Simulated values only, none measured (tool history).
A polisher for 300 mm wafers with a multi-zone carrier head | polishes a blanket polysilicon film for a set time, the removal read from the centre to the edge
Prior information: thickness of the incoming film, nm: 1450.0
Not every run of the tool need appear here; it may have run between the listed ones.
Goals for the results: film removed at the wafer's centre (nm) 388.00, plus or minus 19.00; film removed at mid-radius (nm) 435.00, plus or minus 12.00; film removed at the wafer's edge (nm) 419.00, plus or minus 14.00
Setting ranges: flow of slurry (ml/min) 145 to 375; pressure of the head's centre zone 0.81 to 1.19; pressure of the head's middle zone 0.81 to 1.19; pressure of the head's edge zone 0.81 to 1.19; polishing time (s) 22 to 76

run	hour	flow of slurry (ml/min)	pressure of the head's centre zone	pressure of the head's middle zone	pressure of the head's edge zone	polishing time (s)	film removed at the wafer's centre (nm)	film removed at mid-radius (nm)	film removed at the wafer's edge (nm)
1	0.0	240	1.00	1.00	1.00	49	576.68	582.72	575.48
2	7.9	240	1.00	1.00	1.00	56	669.02	664.83	646.20
3	15.4	240	1.00	1.00	1.00	47	559.79	558.96	551.74
4	16.3	240	1.00	1.00	1.07	47	568.02	556.06	564.68
5	18.9	235	0.99	1.00	1.04	44	521.44	524.87	532.41
6	21.7	235	0.99	1.07	1.04	44	521.08	549.69	521.54
7	22.2	230	0.98	1.06	1.02	42	497.30	525.86	497.53
8	27.3	225	0.96	1.05	1.00	41	463.52	505.99	473.68
9	31.0	215	0.95	1.03	0.98	41	453.96	489.50	469.66
10	32.4	205	0.94	1.02	0.96	41	441.81	488.81	466.21
11	38.1	195	0.91	0.94	0.87	37	391.97	412.87	402.37

Which single option among these 5 for the next run brings every result within its allowed miss of target? Just one does.
A	43.8	235	0.97	1.09	0.81	34	?	?	?
B	43.8	225	0.96	0.93	0.96	36	?	?	?
C	43.8	210	0.91	1.02	0.97	37	?	?	?
D	43.8	195	1.00	0.97	0.82	36	?	?	?
E	43.8	195	0.97	1.00	0.86	36	?	?	?

move	film removed at the wafer's centre (nm)	film removed at mid-radius (nm)	film removed at the wafer's edge (nm)
A	397.23	433.47	371.56
B	412.95	398.86	414.91
C	397.78	438.57	424.15
D	419.76	403.94	387.19
E	407.16	414.48	392.94
A: puts the biggest miss on target and leaves a different result outside tolerance
B: lands further from the targets than the last run did
C: all results in spec
D: lands further from the targets than the last run did
E: about as far from the targets as the last run
Correct choice: C, which meets every target

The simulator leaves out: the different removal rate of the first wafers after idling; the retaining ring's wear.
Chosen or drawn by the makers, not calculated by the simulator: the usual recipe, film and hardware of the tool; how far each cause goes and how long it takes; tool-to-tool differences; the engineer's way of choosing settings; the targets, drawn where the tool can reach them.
